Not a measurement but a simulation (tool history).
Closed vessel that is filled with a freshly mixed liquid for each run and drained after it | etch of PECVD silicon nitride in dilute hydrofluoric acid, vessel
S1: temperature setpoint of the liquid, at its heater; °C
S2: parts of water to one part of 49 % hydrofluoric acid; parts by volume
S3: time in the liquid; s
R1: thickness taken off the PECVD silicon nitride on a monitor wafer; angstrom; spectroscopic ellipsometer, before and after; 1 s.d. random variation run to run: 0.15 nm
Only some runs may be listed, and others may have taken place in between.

run,day,S1,S2,S3,R1
1,0.000,21.0,255,675,84.907
2,0.112,18.5,255,675,71.090
3,0.367,17.0,255,675,64.640
4,0.500,17.0,255,675,64.261
5,0.717,20.5,250,675,82.695
6,0.775,18.5,250,675,73.582
7,1.154,21.5,245,675,89.811
8,1.512,23.5,240,675,104.430
9,1.762,25.0,235,675,114.710
10,1.921,26.0,230,675,128.750

Run 11 has not been measured yet. What should we expect?
11,2.179,26.5,230,675,?

R1: 133.960 angstrom

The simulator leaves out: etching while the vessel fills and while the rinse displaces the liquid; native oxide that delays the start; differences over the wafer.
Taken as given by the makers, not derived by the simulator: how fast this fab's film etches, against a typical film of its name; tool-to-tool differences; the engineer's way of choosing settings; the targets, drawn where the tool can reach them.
